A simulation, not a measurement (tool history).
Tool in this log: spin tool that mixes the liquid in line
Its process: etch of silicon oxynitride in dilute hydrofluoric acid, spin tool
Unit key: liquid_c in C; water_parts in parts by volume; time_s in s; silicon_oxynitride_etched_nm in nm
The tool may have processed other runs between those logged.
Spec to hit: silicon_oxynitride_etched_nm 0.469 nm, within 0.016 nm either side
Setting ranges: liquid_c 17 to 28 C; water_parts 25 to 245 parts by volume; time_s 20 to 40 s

run 1 day=0 | liquid_c=20 water_parts=135 time_s=40 | silicon_oxynitride_etched_nm=0.76686
run 2 day=0.217 | liquid_c=20 water_parts=135 time_s=40 | silicon_oxynitride_etched_nm=0.77533
run 3 day=0.554 | liquid_c=19.5 water_parts=145 time_s=40 | silicon_oxynitride_etched_nm=0.69098
run 4 day=0.771 | liquid_c=19.5 water_parts=130 time_s=40 | silicon_oxynitride_etched_nm=0.78384
run 5 day=0.808 | liquid_c=19 water_parts=140 time_s=40 | silicon_oxynitride_etched_nm=0.70763
run 6 day=0.938 | liquid_c=19 water_parts=125 time_s=40 | silicon_oxynitride_etched_nm=0.79421
run 7 day=1.208 | liquid_c=18.5 water_parts=135 time_s=40 | silicon_oxynitride_etched_nm=0.70582
run 8 day=1.438 | liquid_c=18 water_parts=145 time_s=40 | silicon_oxynitride_etched_nm=0.64568
run 9 day=1.683 | liquid_c=18 water_parts=150 time_s=40 | silicon_oxynitride_etched_nm=0.6286
run 10 day=1.838 | liquid_c=18 water_parts=155 time_s=40 | silicon_oxynitride_etched_nm=0.59108
run 11 day=2.075 | liquid_c=18 water_parts=160 time_s=40 | silicon_oxynitride_etched_nm=0.57573
run 12 day=2.371 | liquid_c=18 water_parts=165 time_s=40 | silicon_oxynitride_etched_nm=0.56248
run 13 day=2.483 | liquid_c=18 water_parts=170 time_s=40 | silicon_oxynitride_etched_nm=0.54471

Which single option among these 4 for the next run brings every result within its allowed miss of target? Just one does.
run A day=2.596 | liquid_c=19 water_parts=190 time_s=40 | silicon_oxynitride_etched_nm=?
run B day=2.596 | liquid_c=18 water_parts=95 time_s=20 | silicon_oxynitride_etched_nm=?
run C day=2.596 | liquid_c=18 water_parts=150 time_s=30 | silicon_oxynitride_etched_nm=?
run D day=2.596 | liquid_c=17 water_parts=170 time_s=40 | silicon_oxynitride_etched_nm=?

move=A silicon_oxynitride_etched_nm=0.49611
move=B silicon_oxynitride_etched_nm=0.50304
move=C silicon_oxynitride_etched_nm=0.46092
move=D silicon_oxynitride_etched_nm=0.51017
A: nearer the targets than the last run, but a result is still out of spec
B: nearer the targets than the last run, but a result is still out of spec
C: meets every target
D: nearer the targets than the last run, but a result is still out of spec
C meets every target.
